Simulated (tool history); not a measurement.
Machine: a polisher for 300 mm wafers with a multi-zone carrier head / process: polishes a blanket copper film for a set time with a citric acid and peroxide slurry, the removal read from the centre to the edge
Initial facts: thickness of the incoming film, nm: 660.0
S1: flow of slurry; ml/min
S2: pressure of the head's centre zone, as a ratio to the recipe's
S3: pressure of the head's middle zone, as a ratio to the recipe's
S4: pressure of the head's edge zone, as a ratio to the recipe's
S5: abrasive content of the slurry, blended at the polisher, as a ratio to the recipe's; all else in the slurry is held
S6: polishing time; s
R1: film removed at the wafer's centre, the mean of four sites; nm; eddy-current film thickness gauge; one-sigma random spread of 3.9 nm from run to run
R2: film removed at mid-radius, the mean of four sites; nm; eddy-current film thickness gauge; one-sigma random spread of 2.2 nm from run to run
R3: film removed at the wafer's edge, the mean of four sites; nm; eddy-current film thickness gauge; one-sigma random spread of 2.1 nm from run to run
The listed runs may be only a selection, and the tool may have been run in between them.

| run | hour | S1 | S2 | S3 | S4 | S5 | S6 | R1 | R2 | R3 |
|---|---|---|---|---|---|---|---|---|---|---|
| 1 | 0 | 275 | 1 | 1 | 1 | 1 | 81 | 170.12 | 170.81 | 172.52 |
| 2 | 6.3 | 275 | 1 | 1 | 1 | 1.15 | 81 | 178.42 | 175.81 | 177.87 |
| 3 | 12.7 | 280 | 1.02 | 0.98 | 1.03 | 1.2 | 84 | 193.34 | 182.12 | 189.72 |
| 4 | 14.6 | 285 | 1.04 | 0.97 | 1.05 | 1.25 | 86 | 202.41 | 186.47 | 197.27 |
| 5 | 22.2 | 285 | 1.06 | 0.95 | 1.07 | 1.3 | 88 | 210.78 | 192.66 | 207.51 |
| 6 | 25.9 | 290 | 1.09 | 0.93 | 1.08 | 1.35 | 89 | 223.45 | 190.8 | 210.79 |
| 7 | 27.6 | 295 | 1.11 | 0.92 | 1.1 | 1.4 | 90 | 230.77 | 196.2 | 214.73 |

Estimate the outcome of run 8 from the log above:
| 8 | 32.1 | 295 | 1.12 | 0.9 | 1.11 | 1.4 | 92 | ? | ? | ? |

Logged for run 8: R1 243.62 nm, R2 199.8 nm, R3 220.54 nm.

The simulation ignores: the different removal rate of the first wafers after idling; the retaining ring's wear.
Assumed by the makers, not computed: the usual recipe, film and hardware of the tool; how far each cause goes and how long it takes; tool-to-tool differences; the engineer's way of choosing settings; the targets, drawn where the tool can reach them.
